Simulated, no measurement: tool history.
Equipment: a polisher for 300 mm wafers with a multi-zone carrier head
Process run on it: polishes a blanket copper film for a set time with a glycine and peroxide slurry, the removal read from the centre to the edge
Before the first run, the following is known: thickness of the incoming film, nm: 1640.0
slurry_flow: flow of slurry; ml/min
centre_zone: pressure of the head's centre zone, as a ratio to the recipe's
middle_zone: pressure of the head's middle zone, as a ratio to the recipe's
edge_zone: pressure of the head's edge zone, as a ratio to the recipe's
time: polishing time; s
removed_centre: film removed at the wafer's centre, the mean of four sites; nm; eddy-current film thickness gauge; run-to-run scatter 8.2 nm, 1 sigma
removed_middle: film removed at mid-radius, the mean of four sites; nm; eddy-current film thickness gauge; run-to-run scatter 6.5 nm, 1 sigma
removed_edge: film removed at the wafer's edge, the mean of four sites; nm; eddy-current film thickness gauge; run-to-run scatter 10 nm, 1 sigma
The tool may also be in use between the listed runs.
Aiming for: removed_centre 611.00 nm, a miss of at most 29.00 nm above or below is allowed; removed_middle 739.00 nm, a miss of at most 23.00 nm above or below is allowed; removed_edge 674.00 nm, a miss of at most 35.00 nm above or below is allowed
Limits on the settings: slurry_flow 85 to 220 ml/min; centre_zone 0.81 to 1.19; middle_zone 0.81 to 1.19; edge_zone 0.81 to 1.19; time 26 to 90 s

Run 1, hour 0.0: slurry_flow 140 ml/min, centre_zone 1.00, middle_zone 1.00, edge_zone 1.00, time 58 s. Result: removed_centre 457.99 nm, removed_middle 458.16 nm, removed_edge 476.94 nm.
Run 2, hour 3.0: slurry_flow 150 ml/min, centre_zone 0.99, middle_zone 1.03, edge_zone 1.02, time 61 s. Result: removed_centre 481.58 nm, removed_middle 507.03 nm, removed_edge 523.39 nm.
Run 3, hour 9.0: slurry_flow 160 ml/min, centre_zone 1.00, middle_zone 1.06, edge_zone 1.02, time 62 s. Result: removed_centre 508.70 nm, removed_middle 519.57 nm, removed_edge 531.03 nm.
Run 4, hour 15.7: slurry_flow 165 ml/min, centre_zone 0.98, middle_zone 1.08, edge_zone 1.01, time 65 s. Result: removed_centre 532.54 nm, removed_middle 564.02 nm, removed_edge 554.04 nm.
Run 5, hour 18.9: slurry_flow 170 ml/min, centre_zone 0.97, middle_zone 1.10, edge_zone 1.02, time 67 s. Result: removed_centre 543.02 nm, removed_middle 606.00 nm, removed_edge 562.40 nm.
Run 6, hour 27.8: slurry_flow 175 ml/min, centre_zone 0.97, middle_zone 1.11, edge_zone 1.04, time 68 s. Result: removed_centre 539.45 nm, removed_middle 617.28 nm, removed_edge 585.87 nm.
Run 7, hour 28.7: slurry_flow 180 ml/min, centre_zone 0.97, middle_zone 1.12, edge_zone 1.05, time 69 s. Result: removed_centre 567.49 nm, removed_middle 630.50 nm, removed_edge 593.92 nm.
Run 8, hour 36.3: slurry_flow 180 ml/min, centre_zone 0.96, middle_zone 1.13, edge_zone 1.06, time 70 s. Result: removed_centre 558.83 nm, removed_middle 630.17 nm, removed_edge 597.16 nm.
Run 9, hour 37.1: slurry_flow 180 ml/min, centre_zone 0.95, middle_zone 1.13, edge_zone 1.06, time 72 s. Result: removed_centre 584.60 nm, removed_middle 654.37 nm, removed_edge 628.15 nm.
Run 10, hour 41.2: slurry_flow 180 ml/min, centre_zone 0.94, middle_zone 1.14, edge_zone 1.06, time 73 s. Result: removed_centre 577.39 nm, removed_middle 663.68 nm, removed_edge 616.24 nm.

Which of these 4 next moves meets every target?
Run A, hour 45.3: slurry_flow 185 ml/min, centre_zone 0.91, middle_zone 1.16, edge_zone 1.05, time 78 s. Result: removed_centre ?, removed_middle ?, removed_edge ?.
Run B, hour 45.3: slurry_flow 185 ml/min, centre_zone 1.15, middle_zone 1.12, edge_zone 0.90, time 64 s. Result: removed_centre ?, removed_middle ?, removed_edge ?.
Run C, hour 45.3: slurry_flow 175 ml/min, centre_zone 1.03, middle_zone 1.06, edge_zone 1.08, time 71 s. Result: removed_centre ?, removed_middle ?, removed_edge ?.
Run D, hour 45.3: slurry_flow 185 ml/min, centre_zone 0.94, middle_zone 1.04, edge_zone 1.16, time 73 s. Result: removed_centre ?, removed_middle ?, removed_edge ?.

move  removed_centre  removed_middle  removed_edge
   A          611.53          737.07        674.07
   B          635.04          586.11        531.86
   C          623.90          615.04        615.09
   D          590.86          628.09        649.86
A: every result lands within tolerance
B: lands further from the targets than the last run did
C: lands further from the targets than the last run did
D: lands further from the targets than the last run did
The move that meets every target is A.
